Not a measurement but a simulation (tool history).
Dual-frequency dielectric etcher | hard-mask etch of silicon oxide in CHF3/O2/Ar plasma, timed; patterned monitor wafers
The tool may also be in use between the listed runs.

run  hour  source power (W)  bias power (W)  etch time (s)  mean etch depth across the wafer (Å)
  1     0               480             237             31                                600.93
  2   4.8               440             237             31                                 585.6
  3  10.2               490             246             31                                616.93
  4    13               490             205             31                                578.19
  5  16.1               550             205             31                                602.92
  6  22.7               570             216             31                                624.76
  7  23.8               590             223             31                                639.94
  8  31.3               610             228             31                                651.41
  9  33.5               620             233             31                                661.24

The next listed run, before its measurement:
 10  39.8               630             236             31                                     ?

{"run 10": {"mean etch depth across the wafer (Å)": 670.44}}
